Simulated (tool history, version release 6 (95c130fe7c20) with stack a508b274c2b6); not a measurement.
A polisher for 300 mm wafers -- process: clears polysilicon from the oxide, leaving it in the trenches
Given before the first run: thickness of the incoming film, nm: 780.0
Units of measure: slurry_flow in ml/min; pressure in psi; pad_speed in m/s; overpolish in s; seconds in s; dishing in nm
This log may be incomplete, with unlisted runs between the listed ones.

Run 1, hour 0: slurry_flow 210 ml/min, pressure 1.9 psi, pad_speed 1.24 m/s, overpolish 26 s. Result: seconds 54.732 s, dishing 56.035 nm.
Run 2, hour 2.8: slurry_flow 210 ml/min, pressure 1.4 psi, pad_speed 1.24 m/s, overpolish 26 s. Result: seconds 69.039 s, dishing 57.468 nm.
Run 3, hour 9.7: slurry_flow 210 ml/min, pressure 1.4 psi, pad_speed 0.96 m/s, overpolish 26 s. Result: seconds 80.98 s, dishing 54.661 nm.
Run 4, hour 13.3: slurry_flow 210 ml/min, pressure 1.4 psi, pad_speed 0.94 m/s, overpolish 26 s. Result: seconds 82.25 s, dishing 54.899 nm.
Run 5, hour 14.9: slurry_flow 210 ml/min, pressure 1.6 psi, pad_speed 0.94 m/s, overpolish 26 s. Result: seconds 72.804 s, dishing 53.825 nm.
At hour 17.8: head pressure recalibrated.
Run 6, hour 17.8: slurry_flow 210 ml/min, pressure 1.6 psi, pad_speed 0.94 m/s, overpolish 16 s. Result: seconds 78.274 s, dishing 51.597 nm.
Run 7, hour 26.7: slurry_flow 210 ml/min, pressure 1.5 psi, pad_speed 0.94 m/s, overpolish 17 s. Result: seconds 80.028 s, dishing 52.786 nm.

The next listed run, before its measurement:
Run 8, hour 30.2: slurry_flow 210 ml/min, pressure 1.4 psi, pad_speed 0.94 m/s, overpolish 17 s. Result: seconds ?, dishing ?.

seconds: 87.088 s
dishing: 51.387 nm

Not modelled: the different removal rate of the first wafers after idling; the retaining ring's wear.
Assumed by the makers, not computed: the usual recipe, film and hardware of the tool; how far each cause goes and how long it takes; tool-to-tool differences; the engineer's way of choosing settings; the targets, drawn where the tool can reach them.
